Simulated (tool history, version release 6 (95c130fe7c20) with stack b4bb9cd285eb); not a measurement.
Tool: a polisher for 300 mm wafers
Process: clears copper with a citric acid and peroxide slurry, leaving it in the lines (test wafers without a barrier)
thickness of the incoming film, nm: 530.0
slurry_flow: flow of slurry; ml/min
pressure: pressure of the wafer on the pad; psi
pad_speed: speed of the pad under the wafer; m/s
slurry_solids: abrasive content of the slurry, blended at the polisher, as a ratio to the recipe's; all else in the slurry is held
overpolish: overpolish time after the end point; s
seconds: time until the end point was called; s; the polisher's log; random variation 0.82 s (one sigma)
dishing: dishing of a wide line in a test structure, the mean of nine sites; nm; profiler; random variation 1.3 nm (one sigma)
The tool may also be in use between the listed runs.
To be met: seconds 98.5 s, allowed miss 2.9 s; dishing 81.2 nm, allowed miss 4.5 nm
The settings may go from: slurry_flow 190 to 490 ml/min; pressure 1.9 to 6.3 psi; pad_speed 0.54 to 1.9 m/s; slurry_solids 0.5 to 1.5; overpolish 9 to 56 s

run 1 hour=0 | slurry_flow=315 pressure=4.1 pad_speed=1.22 slurry_solids=1 overpolish=29 | seconds=162.6 dishing=69.715
run 2 hour=6.3 | slurry_flow=315 pressure=4.5 pad_speed=1.22 slurry_solids=1 overpolish=27 | seconds=147.03 dishing=70.124
run 3 hour=14.5 | slurry_flow=315 pressure=4.8 pad_speed=1.22 slurry_solids=1 overpolish=26 | seconds=139.31 dishing=70.543
run 4 hour=22.4 | slurry_flow=385 pressure=4.8 pad_speed=1.22 slurry_solids=1 overpolish=26 | seconds=140.03 dishing=72.804
run 5 hour=27.1 | slurry_flow=385 pressure=5.1 pad_speed=1.22 slurry_solids=1 overpolish=25 | seconds=131.73 dishing=75.232
run 6 hour=34.6 | slurry_flow=385 pressure=5.4 pad_speed=1.22 slurry_solids=1 overpolish=24 | seconds=121.75 dishing=73.214
run 7 hour=35.3 | slurry_flow=385 pressure=5.6 pad_speed=1.22 slurry_solids=1 overpolish=24 | seconds=116.9 dishing=78.621
run 8 hour=43.3 | slurry_flow=385 pressure=5.8 pad_speed=1.22 slurry_solids=1 overpolish=23 | seconds=116.33 dishing=78.397
run 9 hour=44.5 | slurry_flow=385 pressure=5.8 pad_speed=1.22 slurry_solids=1 overpolish=23 | seconds=115.72 dishing=78.827
run 10 hour=46.6 | slurry_flow=390 pressure=6.3 pad_speed=1.28 slurry_solids=1 overpolish=18 | seconds=100.7 dishing=70.961
run 11 hour=53 | slurry_flow=390 pressure=6.3 pad_speed=1.28 slurry_solids=1 overpolish=19 | seconds=100.75 dishing=70.907

4 next moves are on the table. One of them brings every result within its allowed miss. Which?
run A hour=59.4 | slurry_flow=395 pressure=6.3 pad_speed=1.24 slurry_solids=1.25 overpolish=18 | seconds=? dishing=?
run B hour=59.4 | slurry_flow=365 pressure=5.8 pad_speed=1.32 slurry_solids=1.1 overpolish=22 | seconds=? dishing=?
run C hour=59.4 | slurry_flow=415 pressure=6.3 pad_speed=1.4 slurry_solids=1.05 overpolish=23 | seconds=? dishing=?
run D hour=59.4 | slurry_flow=410 pressure=5.8 pad_speed=1.42 slurry_solids=1 overpolish=21 | seconds=? dishing=?

move=A seconds=99.075 dishing=71.938
move=B seconds=104.7 dishing=80.834
move=C seconds=91.501 dishing=93.63
move=D seconds=99.077 dishing=81.395
A: nearer than the last run, and not there yet
B: brings the result that was furthest off to its target, and leaves another outside
C: takes the result that was furthest off past its target
D: meets every target
Answer: D

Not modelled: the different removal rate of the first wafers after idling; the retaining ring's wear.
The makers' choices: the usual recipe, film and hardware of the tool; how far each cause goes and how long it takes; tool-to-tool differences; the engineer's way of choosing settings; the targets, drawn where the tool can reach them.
